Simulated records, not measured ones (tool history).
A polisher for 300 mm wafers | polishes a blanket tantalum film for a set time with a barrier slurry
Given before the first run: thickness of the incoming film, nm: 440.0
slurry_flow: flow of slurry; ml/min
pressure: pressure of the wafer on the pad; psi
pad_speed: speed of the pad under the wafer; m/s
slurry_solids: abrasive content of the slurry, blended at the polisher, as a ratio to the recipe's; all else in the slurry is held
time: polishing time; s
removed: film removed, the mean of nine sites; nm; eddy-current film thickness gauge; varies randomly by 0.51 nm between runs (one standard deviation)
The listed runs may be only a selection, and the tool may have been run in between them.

run 1 hour=0 | slurry_flow=135 pressure=1.7 pad_speed=0.94 slurry_solids=1 time=27 | removed=32.045
run 2 hour=3.2 | slurry_flow=135 pressure=1.5 pad_speed=0.94 slurry_solids=1 time=27 | removed=29.815
run 3 hour=11.8 | slurry_flow=135 pressure=1.5 pad_speed=0.94 slurry_solids=1 time=24 | removed=26.325
run 4 hour=16.9 | slurry_flow=165 pressure=1.5 pad_speed=0.94 slurry_solids=1 time=24 | removed=26.991
run 5 hour=20.1 | slurry_flow=150 pressure=1.5 pad_speed=0.94 slurry_solids=1 time=24 | removed=26.798
run 6 hour=27.4 | slurry_flow=150 pressure=1.7 pad_speed=0.94 slurry_solids=1 time=24 | removed=29.345
run 7 hour=29.3 | slurry_flow=150 pressure=1.8 pad_speed=0.94 slurry_solids=1 time=24 | removed=30.904
run 8 hour=32.1 | slurry_flow=150 pressure=1.9 pad_speed=0.94 slurry_solids=1 time=24 | removed=32.451

Forecast run 9:
run 9 hour=37.2 | slurry_flow=160 pressure=2.4 pad_speed=0.96 slurry_solids=1 time=24 | removed=?

Run 9 yielded removed 39.769 nm.
